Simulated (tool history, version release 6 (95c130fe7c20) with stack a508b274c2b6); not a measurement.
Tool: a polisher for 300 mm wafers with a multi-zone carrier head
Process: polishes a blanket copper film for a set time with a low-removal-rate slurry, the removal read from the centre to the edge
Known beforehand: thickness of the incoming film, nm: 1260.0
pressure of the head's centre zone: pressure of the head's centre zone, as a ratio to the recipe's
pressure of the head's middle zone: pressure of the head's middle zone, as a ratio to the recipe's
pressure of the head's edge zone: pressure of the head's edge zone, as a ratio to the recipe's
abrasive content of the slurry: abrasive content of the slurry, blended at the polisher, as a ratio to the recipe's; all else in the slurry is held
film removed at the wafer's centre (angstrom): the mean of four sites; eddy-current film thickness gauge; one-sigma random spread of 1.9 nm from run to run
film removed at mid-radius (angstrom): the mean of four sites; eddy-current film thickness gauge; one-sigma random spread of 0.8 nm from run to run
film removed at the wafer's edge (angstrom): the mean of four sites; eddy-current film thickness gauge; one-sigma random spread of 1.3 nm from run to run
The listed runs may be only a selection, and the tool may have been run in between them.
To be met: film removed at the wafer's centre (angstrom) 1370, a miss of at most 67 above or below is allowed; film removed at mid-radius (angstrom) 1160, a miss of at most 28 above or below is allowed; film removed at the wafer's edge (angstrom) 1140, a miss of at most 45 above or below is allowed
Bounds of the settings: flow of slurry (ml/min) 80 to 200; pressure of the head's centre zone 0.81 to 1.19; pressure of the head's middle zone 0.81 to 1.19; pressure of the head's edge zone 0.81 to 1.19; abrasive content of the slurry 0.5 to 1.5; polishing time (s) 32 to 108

run	hour	flow of slurry (ml/min)	pressure of the head's centre zone	pressure of the head's middle zone	pressure of the head's edge zone	abrasive content of the slurry	polishing time (s)	film removed at the wafer's centre (angstrom)	film removed at mid-radius (angstrom)	film removed at the wafer's edge (angstrom)
1	0	130	1	1	1	1	70	1070.2	1065.1	1064.6
2	1.3	140	1.03	1	1	1	70	1136.4	1089.8	1091.4
3	6.2	150	1.05	1	0.99	1	70	1153.1	1077.1	1071.7
4	12	155	1.07	1.01	1	1	70	1202.1	1100.4	1078.9
5	14.9	155	1.07	1.08	1	1	70	1189.6	1181	1063.5
6	18.2	155	1.07	1.01	1	1	70	1190	1114.1	1081.6
7	25.4	160	1.09	1	1.01	1	70	1230.5	1105.1	1094.8
8	29.7	165	1.1	1	1.02	1	70	1273.8	1119.1	1102.3
9	38.6	170	1.1	1	1.03	1	70	1212.7	1120.9	1135.8

Next run, 4 choices. One meets every target within its allowed miss, the rest don't. Which?
A	47.5	165	1.11	1.09	1.04	1	66	?	?	?
B	47.5	150	1.18	0.89	0.96	0.85	78	?	?	?
C	47.5	175	1.09	0.94	0.89	1.05	76	?	?	?
D	47.5	155	1.19	0.97	1.03	1.1	70	?	?	?

move	film removed at the wafer's centre (angstrom)	film removed at mid-radius (angstrom)	film removed at the wafer's edge (angstrom)
A	1168.4	1137.7	1054
B	1391.1	1077.2	1147.1
C	1347.4	1179.4	1149.3
D	1340.8	1104.6	1129.7
A: further off than the last run
B: the worst result of the last run now meets its target, but another is out of spec
C: all results in spec
D: the worst result of the last run now meets its target, but another is out of spec
Go with C: it meets all targets.
